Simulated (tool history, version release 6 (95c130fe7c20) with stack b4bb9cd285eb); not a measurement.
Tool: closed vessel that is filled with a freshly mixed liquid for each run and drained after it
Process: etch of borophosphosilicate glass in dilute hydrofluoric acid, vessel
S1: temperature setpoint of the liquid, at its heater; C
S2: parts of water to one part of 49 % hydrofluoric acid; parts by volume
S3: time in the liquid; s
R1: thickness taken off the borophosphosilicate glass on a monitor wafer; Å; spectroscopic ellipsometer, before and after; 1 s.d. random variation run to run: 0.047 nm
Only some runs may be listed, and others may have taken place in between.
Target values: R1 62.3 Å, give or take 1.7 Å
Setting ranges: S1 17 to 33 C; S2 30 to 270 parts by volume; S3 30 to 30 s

Run 1, day 0: S1 25 C, S2 150 parts by volume, S3 30 s. Result: R1 89.201 Å.
Run 2, day 0.05: S1 24 C, S2 150 parts by volume, S3 30 s. Result: R1 86.525 Å.
Run 3, day 0.212: S1 23 C, S2 150 parts by volume, S3 30 s. Result: R1 84.678 Å.
Run 4, day 0.412: S1 22 C, S2 155 parts by volume, S3 30 s. Result: R1 77.411 Å.
Run 5, day 0.575: S1 25 C, S2 155 parts by volume, S3 30 s. Result: R1 87.06 Å.
Run 6, day 0.679: S1 24 C, S2 155 parts by volume, S3 30 s. Result: R1 83.678 Å.
At day 0.75: hydrofluoric acid flow meter replaced.
Run 7, day 0.75: S1 23 C, S2 155 parts by volume, S3 30 s. Result: R1 73.493 Å.
Run 8, day 0.929: S1 22.5 C, S2 155 parts by volume, S3 30 s. Result: R1 71.551 Å.
Run 9, day 1.004: S1 22 C, S2 155 parts by volume, S3 30 s. Result: R1 70.537 Å.

Consider the 5 candidate settings below. Which is the only one whose results all fall within their allowed miss of target?
Run A, day 1.079: S1 19.5 C, S2 165 parts by volume, S3 30 s. Result: R1 ?.
Run B, day 1.079: S1 22 C, S2 145 parts by volume, S3 30 s. Result: R1 ?.
Run C, day 1.079: S1 20.5 C, S2 170 parts by volume, S3 30 s. Result: R1 ?.
Run D, day 1.079: S1 21 C, S2 165 parts by volume, S3 30 s. Result: R1 ?.
Run E, day 1.079: S1 19 C, S2 125 parts by volume, S3 30 s. Result: R1 ?.

move      R1
   A  58.613
   B  75.165
   C  58.873
   D  62.175
   E  79.018
A: the result that was furthest off in the last run now lies on the other side of its target
B: lands further from the targets than the last run did
C: the result that was furthest off in the last run now lies on the other side of its target
D: all results in spec
E: lands further from the targets than the last run did
The move that meets every target is D.

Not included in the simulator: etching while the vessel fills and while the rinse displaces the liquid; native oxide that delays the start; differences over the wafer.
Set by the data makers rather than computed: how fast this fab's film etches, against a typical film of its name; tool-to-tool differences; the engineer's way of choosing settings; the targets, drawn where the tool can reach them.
